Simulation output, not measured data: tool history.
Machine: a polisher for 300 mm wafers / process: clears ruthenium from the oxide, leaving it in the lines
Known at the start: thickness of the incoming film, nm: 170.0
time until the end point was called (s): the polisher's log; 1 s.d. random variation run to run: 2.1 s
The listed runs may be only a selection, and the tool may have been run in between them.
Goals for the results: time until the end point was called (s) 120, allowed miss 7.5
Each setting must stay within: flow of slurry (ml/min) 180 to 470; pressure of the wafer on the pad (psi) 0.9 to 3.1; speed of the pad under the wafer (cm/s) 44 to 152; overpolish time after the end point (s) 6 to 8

run,hour,flow of slurry (ml/min),pressure of the wafer on the pad (psi),speed of the pad under the wafer (cm/s),overpolish time after the end point (s),time until the end point was called (s)
1,0,300,2,98,8,176.92
2,6.2,300,2.1,100,8,167.9
3,8.5,300,2.2,102,8,160.01
4,12.1,300,2.2,86,8,191.21
5,18.6,300,2.4,90,8,174.01
6,22.3,300,2.5,94,8,159.43
7,31,300,2.6,96,8,152.25
8,32.9,300,2.7,98,8,141.66
9,34.3,300,2.8,100,8,132.3

Which single option among these 5 for the next run brings every result within its allowed miss of target? Just one does.
A,35.7,310,2.5,104,6,?
B,35.7,360,2.8,86,6,?
C,35.7,260,2.7,96,8,?
D,35.7,275,2.5,100,8,?
E,35.7,290,2.9,110,7,?

move,time until the end point was called (s)
A,142.28
B,153.5
C,146.89
D,149.63
E,119.69
A: moves away from the targets compared with the last run
B: moves away from the targets compared with the last run
C: moves away from the targets compared with the last run
D: moves away from the targets compared with the last run
E: every result lands within tolerance
E is the move that brings every result within its allowed miss.

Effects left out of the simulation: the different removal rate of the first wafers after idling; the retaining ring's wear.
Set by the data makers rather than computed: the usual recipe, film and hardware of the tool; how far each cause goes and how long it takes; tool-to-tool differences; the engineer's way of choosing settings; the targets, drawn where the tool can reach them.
